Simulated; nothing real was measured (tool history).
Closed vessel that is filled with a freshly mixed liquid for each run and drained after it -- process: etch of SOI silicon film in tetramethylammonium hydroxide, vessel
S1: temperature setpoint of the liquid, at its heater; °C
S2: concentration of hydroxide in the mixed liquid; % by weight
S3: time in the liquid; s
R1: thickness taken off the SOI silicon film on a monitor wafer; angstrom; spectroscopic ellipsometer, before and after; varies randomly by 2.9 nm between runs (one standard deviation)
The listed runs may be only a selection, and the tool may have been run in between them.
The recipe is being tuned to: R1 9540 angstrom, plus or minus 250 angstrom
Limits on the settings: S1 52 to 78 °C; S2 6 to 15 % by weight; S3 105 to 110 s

run 1 hour=0 | S1=65 S2=10 S3=105 | R1=6250.1
run 2 hour=1.6 | S1=65 S2=11 S3=105 | R1=6054.2
run 3 hour=2.3 | S1=65 S2=9.5 S3=105 | R1=6368.5
run 4 hour=9.8 | S1=65 S2=9.5 S3=110 | R1=6674.7
run 5 hour=14.1 | S1=65 S2=9.5 S3=110 | R1=6697.3
run 6 hour=20 | S1=65 S2=9.5 S3=105 | R1=6368.2
run 7 hour=27.2 | S1=66.5 S2=9.5 S3=105 | R1=6994.7
run 8 hour=29.7 | S1=67.5 S2=9.5 S3=105 | R1=7397.4
run 9 hour=32.8 | S1=68.5 S2=9.5 S3=105 | R1=7880.3
run 10 hour=38.3 | S1=69 S2=9.5 S3=105 | R1=8106
run 11 hour=44.9 | S1=69.5 S2=9.5 S3=105 | R1=8350.5
run 12 hour=46.6 | S1=70 S2=9.5 S3=105 | R1=8636.2
run 13 hour=47.5 | S1=70.5 S2=9.5 S3=105 | R1=8869.2

Which one of the following 5 next-run settings gets every result inside its allowed miss? There is exactly one.
run A hour=48.4 | S1=70 S2=9.5 S3=105 | R1=?
run B hour=48.4 | S1=71 S2=9.5 S3=110 | R1=?
run C hour=48.4 | S1=70 S2=12 S3=110 | R1=?
run D hour=48.4 | S1=68.5 S2=8 S3=105 | R1=?
run E hour=48.4 | S1=67.5 S2=7.5 S3=105 | R1=?

move=A R1=8645.5
move=B R1=9603.2
move=C R1=8308
move=D R1=8403.6
move=E R1=8072.8
A: lands further from the targets than the last run did
B: all results land within tolerance of their targets
C: lands further from the targets than the last run did
D: lands further from the targets than the last run did
E: lands further from the targets than the last run did
B is the move that brings every result within its allowed miss.
